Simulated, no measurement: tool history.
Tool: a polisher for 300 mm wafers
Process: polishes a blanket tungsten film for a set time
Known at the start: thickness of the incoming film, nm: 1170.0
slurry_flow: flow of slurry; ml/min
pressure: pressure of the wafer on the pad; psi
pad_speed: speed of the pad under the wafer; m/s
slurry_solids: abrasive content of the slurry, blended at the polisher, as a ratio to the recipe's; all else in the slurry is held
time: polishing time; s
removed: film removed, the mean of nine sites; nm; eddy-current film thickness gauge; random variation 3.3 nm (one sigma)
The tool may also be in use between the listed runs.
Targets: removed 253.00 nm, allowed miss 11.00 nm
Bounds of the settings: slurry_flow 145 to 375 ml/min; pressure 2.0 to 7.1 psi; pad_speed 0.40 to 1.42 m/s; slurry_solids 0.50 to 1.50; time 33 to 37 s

{"run": 1, "hour": 0.0, "slurry_flow": 240, "pressure": 4.5, "pad_speed": 0.9, "slurry_solids": 1.0, "time": 37, "removed": 154.34}
{"run": 2, "hour": 8.1, "slurry_flow": 240, "pressure": 4.9, "pad_speed": 0.9, "slurry_solids": 1.0, "time": 37, "removed": 167.35}
{"run": 3, "hour": 9.5, "slurry_flow": 240, "pressure": 5.3, "pad_speed": 0.9, "slurry_solids": 1.0, "time": 37, "removed": 176.86}
{"run": 4, "hour": 16.5, "slurry_flow": 240, "pressure": 4.7, "pad_speed": 0.9, "slurry_solids": 1.0, "time": 37, "removed": 163.81}
{"run": 5, "hour": 23.3, "slurry_flow": 240, "pressure": 4.7, "pad_speed": 0.9, "slurry_solids": 1.0, "time": 33, "removed": 142.86}
{"run": 6, "hour": 28.7, "slurry_flow": 240, "pressure": 4.7, "pad_speed": 1.02, "slurry_solids": 1.0, "time": 33, "removed": 163.21}
{"run": 7, "hour": 32.2, "slurry_flow": 240, "pressure": 6.0, "pad_speed": 1.04, "slurry_solids": 1.0, "time": 33, "removed": 209.15}
{"run": 8, "hour": 40.9, "slurry_flow": 240, "pressure": 6.2, "pad_speed": 1.04, "slurry_solids": 1.0, "time": 33, "removed": 212.7}
{"run": 9, "hour": 46.7, "slurry_flow": 240, "pressure": 6.2, "pad_speed": 1.04, "slurry_solids": 1.0, "time": 33, "removed": 217.18}
{"run": 10, "hour": 55.4, "slurry_flow": 240, "pressure": 6.4, "pad_speed": 1.04, "slurry_solids": 1.0, "time": 33, "removed": 222.68}
{"run": 11, "hour": 62.8, "slurry_flow": 240, "pressure": 6.5, "pad_speed": 1.04, "slurry_solids": 1.0, "time": 33, "removed": 226.28}
{"run": 12, "hour": 66.7, "slurry_flow": 240, "pressure": 6.6, "pad_speed": 1.04, "slurry_solids": 1.0, "time": 33, "removed": 223.12}
{"run": 13, "hour": 70.2, "slurry_flow": 240, "pressure": 6.7, "pad_speed": 1.06, "slurry_solids": 1.0, "time": 33, "removed": 240.33}

5 next moves are on the table. One of them brings every result within its allowed miss. Which?
{"run": "A", "hour": 73.7, "slurry_flow": 230, "pressure": 6.3, "pad_speed": 0.98, "slurry_solids": 1.0, "time": 37, "removed": "?"}
{"run": "B", "hour": 73.7, "slurry_flow": 240, "pressure": 7.0, "pad_speed": 0.94, "slurry_solids": 1.05, "time": 34, "removed": "?"}
{"run": "C", "hour": 73.7, "slurry_flow": 235, "pressure": 7.1, "pad_speed": 0.98, "slurry_solids": 0.9, "time": 34, "removed": "?"}
{"run": "D", "hour": 73.7, "slurry_flow": 245, "pressure": 7.1, "pad_speed": 1.12, "slurry_solids": 0.8, "time": 33, "removed": "?"}
{"run": "E", "hour": 73.7, "slurry_flow": 260, "pressure": 6.8, "pad_speed": 1.02, "slurry_solids": 0.9, "time": 33, "removed": "?"}

move=A removed=228.11
move=B removed=226.05
move=C removed=231.08
move=D removed=250.35
move=E removed=225.04
A: further off than the last run
B: further off than the last run
C: further off than the last run
D: meets every target
E: further off than the last run
Move D is the one to make.
